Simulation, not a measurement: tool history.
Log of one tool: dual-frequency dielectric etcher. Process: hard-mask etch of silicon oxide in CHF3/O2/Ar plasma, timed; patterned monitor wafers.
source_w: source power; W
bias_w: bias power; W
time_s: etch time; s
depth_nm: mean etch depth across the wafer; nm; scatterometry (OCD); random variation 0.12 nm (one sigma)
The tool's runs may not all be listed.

Run 1, day 0: source_w 610 W, bias_w 200 W, time_s 18.5 s. Result: depth_nm 40.203 nm.
Run 2, day 0.046: source_w 660 W, bias_w 200 W, time_s 18.5 s. Result: depth_nm 41.693 nm.
Run 3, day 0.254: source_w 750 W, bias_w 200 W, time_s 18.5 s. Result: depth_nm 44.349 nm.
Run 4, day 0.462: source_w 760 W, bias_w 201 W, time_s 18.5 s. Result: depth_nm 44.549 nm.
Run 5, day 0.8: source_w 760 W, bias_w 201 W, time_s 17 s. Result: depth_nm 41.01 nm.
Run 6, day 1.012: source_w 770 W, bias_w 206 W, time_s 17 s. Result: depth_nm 41.705 nm.
Run 7, day 1.038: source_w 780 W, bias_w 210 W, time_s 17 s. Result: depth_nm 42.269 nm.
Run 8, day 1.238: source_w 790 W, bias_w 213 W, time_s 17 s. Result: depth_nm 42.88 nm.
Run 9, day 1.275: source_w 800 W, bias_w 216 W, time_s 17 s. Result: depth_nm 43.34 nm.
Run 10, day 1.475: source_w 800 W, bias_w 219 W, time_s 17 s. Result: depth_nm 43.756 nm.

Forecast run 11:
Run 11, day 1.5: source_w 800 W, bias_w 221 W, time_s 17 s. Result: depth_nm ?.

depth_nm: 43.823 nm
